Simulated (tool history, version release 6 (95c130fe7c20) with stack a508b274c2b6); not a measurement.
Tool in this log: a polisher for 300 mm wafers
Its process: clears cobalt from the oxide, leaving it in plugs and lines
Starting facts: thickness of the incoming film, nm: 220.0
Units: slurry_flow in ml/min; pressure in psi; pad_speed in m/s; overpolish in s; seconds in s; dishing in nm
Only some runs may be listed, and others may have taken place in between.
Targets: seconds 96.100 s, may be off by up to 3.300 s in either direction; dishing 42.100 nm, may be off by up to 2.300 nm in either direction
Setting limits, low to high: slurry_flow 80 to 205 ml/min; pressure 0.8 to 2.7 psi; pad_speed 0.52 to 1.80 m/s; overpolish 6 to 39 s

| run | day | slurry_flow | pressure | pad_speed | overpolish | seconds | dishing |
|---|---|---|---|---|---|---|---|
| 1 | 0.000 | 135 | 1.7 | 1.16 | 20 | 50.111 | 43.542 |
| 2 | 0.200 | 135 | 1.7 | 1.16 | 12 | 51.139 | 33.474 |
| 3 | 0.504 | 135 | 2.0 | 1.16 | 12 | 43.570 | 37.021 |
| 4 | 0.754 | 135 | 2.0 | 1.06 | 12 | 47.883 | 34.579 |
| 5 | 0.904 | 130 | 1.7 | 1.04 | 17 | 56.630 | 37.549 |
| 6 | 1.262 | 130 | 1.7 | 0.80 | 17 | 73.755 | 32.464 |
| 7 | 1.612 | 125 | 1.6 | 0.80 | 20 | 78.486 | 34.516 |
| 8 | 1.967 | 120 | 1.5 | 0.80 | 23 | 84.845 | 35.405 |
| 9 | 2.221 | 115 | 1.5 | 0.80 | 25 | 85.020 | 38.686 |

Which single option among these 5 for the next run brings every result within its allowed miss of target? Just one does.
| A | 2.475 | 115 | 1.4 | 0.98 | 22 | ? | ? |
| B | 2.475 | 85 | 1.1 | 1.00 | 28 | ? | ? |
| C | 2.475 | 120 | 1.7 | 0.86 | 28 | ? | ? |
| D | 2.475 | 110 | 1.5 | 0.72 | 34 | ? | ? |
| E | 2.475 | 125 | 1.6 | 0.70 | 24 | ? | ? |

| move | seconds | dishing |
|---|---|---|
| A | 74.139 | 37.207 |
| B | 100.320 | 36.038 |
| C | 68.956 | 43.354 |
| D | 94.297 | 41.242 |
| E | 88.183 | 35.511 |
A: its largest miss is bigger than the last run's
B: carries the result that was furthest off beyond its target, to the other side
C: its largest miss is bigger than the last run's
D: each result inside its tolerance
E: better than the last run, though not everything is in spec
D meets every target.

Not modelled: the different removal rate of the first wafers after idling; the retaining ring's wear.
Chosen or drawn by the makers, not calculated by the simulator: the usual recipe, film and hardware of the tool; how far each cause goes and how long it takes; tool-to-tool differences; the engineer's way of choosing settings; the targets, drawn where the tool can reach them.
